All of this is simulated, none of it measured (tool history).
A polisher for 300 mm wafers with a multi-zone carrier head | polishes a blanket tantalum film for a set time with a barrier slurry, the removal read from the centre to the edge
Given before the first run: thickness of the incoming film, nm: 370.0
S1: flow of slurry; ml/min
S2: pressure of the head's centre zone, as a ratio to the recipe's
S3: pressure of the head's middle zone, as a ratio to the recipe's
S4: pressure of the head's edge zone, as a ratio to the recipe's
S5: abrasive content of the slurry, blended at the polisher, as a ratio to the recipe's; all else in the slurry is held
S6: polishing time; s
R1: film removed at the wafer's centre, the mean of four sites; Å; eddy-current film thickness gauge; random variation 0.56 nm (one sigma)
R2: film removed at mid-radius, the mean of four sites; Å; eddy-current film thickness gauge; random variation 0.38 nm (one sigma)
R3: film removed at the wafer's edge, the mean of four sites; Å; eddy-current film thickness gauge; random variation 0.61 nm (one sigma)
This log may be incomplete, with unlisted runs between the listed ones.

{"run": 1, "day": 0.0, "S1": 225, "S2": 1, "S3": 1, "S4": 1, "S5": 1, "S6": 52, "R1": 776.95, "R2": 748.29, "R3": 755.12}
{"run": 2, "day": 0.308, "S1": 220, "S2": 0.98, "S3": 0.97, "S4": 0.97, "S5": 0.9, "S6": 49, "R1": 723.43, "R2": 678.89, "R3": 695.16}
{"run": 3, "day": 0.45, "S1": 215, "S2": 0.96, "S3": 0.96, "S4": 0.97, "S5": 0.8, "S6": 46, "R1": 635.32, "R2": 608.09, "R3": 621.21}
{"run": 4, "day": 0.796, "S1": 210, "S2": 0.94, "S3": 0.94, "S4": 0.96, "S5": 0.75, "S6": 45, "R1": 601.41, "R2": 571.57, "R3": 603.11}
{"run": 5, "day": 1.142, "S1": 210, "S2": 1.01, "S3": 0.94, "S4": 0.96, "S5": 0.75, "S6": 45, "R1": 644.21, "R2": 566.45, "R3": 603.11}
{"run": 6, "day": 1.346, "S1": 210, "S2": 1.01, "S3": 0.89, "S4": 0.96, "S5": 0.75, "S6": 45, "R1": 653.84, "R2": 560.06, "R3": 606.78}
{"run": 7, "day": 1.588, "S1": 205, "S2": 0.98, "S3": 0.89, "S4": 0.95, "S5": 0.7, "S6": 44, "R1": 592.22, "R2": 531.31, "R3": 564.7}
{"run": 8, "day": 1.829, "S1": 195, "S2": 0.96, "S3": 0.88, "S4": 0.94, "S5": 0.65, "S6": 44, "R1": 557.7, "R2": 522.19, "R3": 561.94}

What will run 9 give?
{"run": 9, "day": 1.879, "S1": 195, "S2": 0.96, "S3": 0.87, "S4": 0.93, "S5": 0.6, "S6": 43, "R1": "?", "R2": "?", "R3": "?"}

Run 9 yielded R1 537.3 Å, R2 481.02 Å, R3 530.41 Å.
